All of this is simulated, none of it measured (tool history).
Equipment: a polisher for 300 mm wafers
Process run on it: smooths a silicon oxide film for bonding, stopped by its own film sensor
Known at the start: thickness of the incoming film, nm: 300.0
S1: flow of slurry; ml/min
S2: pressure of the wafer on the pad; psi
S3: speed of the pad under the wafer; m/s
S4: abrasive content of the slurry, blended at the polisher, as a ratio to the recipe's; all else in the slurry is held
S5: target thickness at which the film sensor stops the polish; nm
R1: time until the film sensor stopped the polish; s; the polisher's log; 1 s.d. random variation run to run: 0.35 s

{"run": 1, "hour": 0.0, "S1": 290, "S2": 2.3, "S3": 0.8, "S4": 1.0, "S5": 269, "R1": 38.678}
{"run": 2, "hour": 3.2, "S1": 290, "S2": 2.3, "S3": 0.8, "S4": 1.2, "S5": 269, "R1": 35.801}
{"run": 3, "hour": 6.4, "S1": 290, "S2": 2.3, "S3": 0.66, "S4": 1.2, "S5": 269, "R1": 41.06}
{"run": 4, "hour": 8.7, "S1": 290, "S2": 2.0, "S3": 0.66, "S4": 1.2, "S5": 269, "R1": 45.984}
{"run": 5, "hour": 14.3, "S1": 290, "S2": 2.0, "S3": 0.5, "S4": 1.2, "S5": 269, "R1": 57.986}
{"run": 6, "hour": 19.7, "S1": 290, "S2": 2.0, "S3": 0.4, "S4": 1.2, "S5": 269, "R1": 68.795}
{"run": 7, "hour": 23.5, "S1": 290, "S2": 2.2, "S3": 0.42, "S4": 1.2, "S5": 269, "R1": 60.15}
{"run": 8, "hour": 25.1, "S1": 290, "S2": 2.3, "S3": 0.44, "S4": 1.2, "S5": 269, "R1": 55.85}
{"run": 9, "hour": 31.6, "S1": 290, "S2": 2.4, "S3": 0.46, "S4": 1.2, "S5": 269, "R1": 53.048}
{"run": 10, "hour": 33.0, "S1": 290, "S2": 2.5, "S3": 0.48, "S4": 1.2, "S5": 269, "R1": 50.221}
{"run": 11, "hour": 41.6, "S1": 290, "S2": 2.6, "S3": 0.5, "S4": 1.2, "S5": 269, "R1": 45.886}

Predict the results of run 12:
{"run": 12, "hour": 47.9, "S1": 290, "S2": 3.2, "S3": 0.58, "S4": 1.2, "S5": 269, "R1": "?"}

R1: 35.018 s

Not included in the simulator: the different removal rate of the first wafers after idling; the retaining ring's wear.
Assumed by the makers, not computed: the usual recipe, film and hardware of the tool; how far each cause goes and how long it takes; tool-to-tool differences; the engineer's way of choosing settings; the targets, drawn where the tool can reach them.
